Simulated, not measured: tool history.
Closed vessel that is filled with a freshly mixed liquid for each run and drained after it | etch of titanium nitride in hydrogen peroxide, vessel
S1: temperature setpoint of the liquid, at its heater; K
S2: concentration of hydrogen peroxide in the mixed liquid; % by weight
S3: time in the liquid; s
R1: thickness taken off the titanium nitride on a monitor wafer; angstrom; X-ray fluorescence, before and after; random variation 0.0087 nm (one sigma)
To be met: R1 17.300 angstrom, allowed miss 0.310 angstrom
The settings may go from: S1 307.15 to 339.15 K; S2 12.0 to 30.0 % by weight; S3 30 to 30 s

run  hour      S1    S2  S3      R1
  1   0.0  323.15  22.5  30  22.831
  2   4.4  322.65  22.5  30  22.043
  3   8.7  322.65  20.5  30  21.270
  4  11.7  322.65  16.0  30  20.405
  5  12.9  322.15  16.0  30  19.669
  6  16.3  322.15  16.0  30  19.660
  7  19.6  322.15  16.0  30  19.743
  8  22.1  321.15  16.0  30  18.249

4 next moves are on the table. One of them brings every result within its allowed miss. Which?
  A  24.6  322.15  17.0  30   ?
  B  24.6  320.65  24.5  30   ?
  C  24.6  321.15  16.5  30   ?
  D  24.6  319.65  20.0  30   ?

move      R1
   A  19.878
   B  19.267
   C  18.364
   D  17.134
A: further off than the last run
B: further off than the last run
C: further off than the last run
D: meets every target
Answer: D
